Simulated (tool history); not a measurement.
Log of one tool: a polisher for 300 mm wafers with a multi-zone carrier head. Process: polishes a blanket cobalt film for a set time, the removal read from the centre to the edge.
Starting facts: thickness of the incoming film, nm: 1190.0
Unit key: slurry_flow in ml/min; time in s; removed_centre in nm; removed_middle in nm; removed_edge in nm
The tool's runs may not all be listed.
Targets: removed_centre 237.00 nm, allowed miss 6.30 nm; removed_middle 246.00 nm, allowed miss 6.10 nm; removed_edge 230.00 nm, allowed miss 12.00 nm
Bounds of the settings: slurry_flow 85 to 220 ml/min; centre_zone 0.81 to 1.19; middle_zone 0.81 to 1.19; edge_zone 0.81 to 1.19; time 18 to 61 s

run,hour,slurry_flow,centre_zone,middle_zone,edge_zone,time,removed_centre,removed_middle,removed_edge
1,0.0,140,1.00,1.00,1.00,39,178.98,178.33,168.95
2,1.6,140,1.00,1.00,1.00,45,206.66,205.85,196.79
3,2.6,155,1.00,1.02,1.03,45,211.47,211.74,203.01
4,11.3,165,1.00,1.04,1.05,45,208.74,217.75,206.41
5,15.1,180,1.00,1.04,1.05,45,211.52,220.04,200.81
6,21.7,145,1.00,1.04,1.05,45,208.64,215.13,202.81
# hour 27.2: edge zone pressure recalibrated
7,27.2,145,1.02,1.06,1.08,46,217.54,220.03,214.78
8,32.9,155,1.03,1.08,1.09,46,218.91,225.07,222.61
9,36.6,165,1.04,1.09,1.08,46,223.53,229.81,223.35
10,38.9,170,1.05,1.10,1.07,46,224.78,231.68,220.52

Which of these 5 next moves meets every target?
A,41.2,145,1.03,1.17,1.19,44,?,?,?
B,41.2,170,1.00,1.19,1.06,45,?,?,?
C,41.2,150,1.08,1.09,1.07,45,?,?,?
D,41.2,170,1.16,1.12,1.19,46,?,?,?
E,41.2,150,1.06,1.10,1.04,49,?,?,?

move,removed_centre,removed_middle,removed_edge
A,207.59,230.13,216.13
B,212.30,243.47,211.18
C,220.79,222.56,210.17
D,242.23,236.18,229.23
E,237.11,244.25,225.62
A: its largest miss is bigger than the last run's
B: meets the target for the result that was furthest off, but another lies outside its allowed miss
C: its largest miss is bigger than the last run's
D: an improvement on the last run, though not all results are within tolerance
E: meets every target
Go with E: it meets all targets.

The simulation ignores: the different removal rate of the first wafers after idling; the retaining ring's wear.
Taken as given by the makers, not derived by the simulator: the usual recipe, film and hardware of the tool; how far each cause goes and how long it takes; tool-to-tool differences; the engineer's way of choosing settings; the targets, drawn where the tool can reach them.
